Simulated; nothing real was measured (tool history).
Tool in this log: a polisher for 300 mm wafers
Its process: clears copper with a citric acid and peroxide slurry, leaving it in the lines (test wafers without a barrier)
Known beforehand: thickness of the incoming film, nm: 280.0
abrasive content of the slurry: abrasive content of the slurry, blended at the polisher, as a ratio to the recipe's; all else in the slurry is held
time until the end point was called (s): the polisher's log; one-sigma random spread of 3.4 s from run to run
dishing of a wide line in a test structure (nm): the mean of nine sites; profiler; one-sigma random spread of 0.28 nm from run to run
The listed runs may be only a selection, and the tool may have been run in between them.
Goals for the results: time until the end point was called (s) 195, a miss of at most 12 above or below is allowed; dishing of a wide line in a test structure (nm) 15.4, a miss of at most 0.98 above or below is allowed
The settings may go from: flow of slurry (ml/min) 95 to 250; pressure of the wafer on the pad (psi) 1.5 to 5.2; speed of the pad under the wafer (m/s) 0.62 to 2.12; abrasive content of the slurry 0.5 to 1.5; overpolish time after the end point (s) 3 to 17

run,day,flow of slurry (ml/min),pressure of the wafer on the pad (psi),speed of the pad under the wafer (m/s),abrasive content of the slurry,overpolish time after the end point (s),time until the end point was called (s),dishing of a wide line in a test structure (nm)
1,0,160,3.3,1.36,1,9,93.474,19.906
2,0.296,195,3.3,1.36,1,9,88.836,20.648
3,0.462,195,3.3,1.36,1,5,88.38,11.437
4,0.742,220,3.3,1.36,1,5,88.919,12.044
5,0.971,220,3.3,1.36,1.2,5,83.744,12.26
6,1.292,215,2.9,1.28,1.15,7,100.79,13.984
7,1.646,210,2.6,1.22,1.15,8,120.52,14.2
8,2,210,2.4,1.2,1.15,9,131.05,14.474
9,2.071,210,2.2,1.18,1.15,10,138.55,14.53

Of the 4 settings listed for the next run, only one would bring every result within its allowed miss of target. Which one?
A,2.142,190,1.7,1.12,1.15,15,?,?
B,2.142,225,2.7,1.14,1.3,9,?,?
C,2.142,205,1.9,1.12,1.3,14,?,?
D,2.142,220,2.7,1.7,1.2,7,?,?

move,time until the end point was called (s),dishing of a wide line in a test structure (nm)
A,190.45,15.998
B,115.32,16.022
C,165.41,17.16
D,84.442,16.957
A: in spec on every target
B: its largest miss is bigger than the last run's
C: nearer than the last run, and not there yet
D: its largest miss is bigger than the last run's
Answer: A
